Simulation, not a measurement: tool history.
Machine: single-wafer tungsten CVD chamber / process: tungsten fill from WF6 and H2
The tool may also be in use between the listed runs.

run,hour,heater temperature setpoint (°C),chamber pressure (Pa),deposition time (s),mean film thickness on the monitor wafer (angstrom)
1,0.0,400,4280,8.5,257.00
2,2.1,400,4280,8.1,245.04
3,4.3,400,4280,8.5,258.02
4,9.1,400,4280,8.1,243.00
5,15.9,396,4280,8.1,224.82
6,22.4,396,4280,8.1,228.32
7,25.2,394,4266,8.1,221.57
8,26.2,393,4253,8.1,217.13
9,30.4,392,4240,8.1,211.07

What does the tool deliver on the next run?
# hour 31.3: capacitance manometer re-zeroed and calibrated
10,31.3,391,4240,8.1,?

Logged for run 10: mean film thickness on the monitor wafer (angstrom) 213.87.

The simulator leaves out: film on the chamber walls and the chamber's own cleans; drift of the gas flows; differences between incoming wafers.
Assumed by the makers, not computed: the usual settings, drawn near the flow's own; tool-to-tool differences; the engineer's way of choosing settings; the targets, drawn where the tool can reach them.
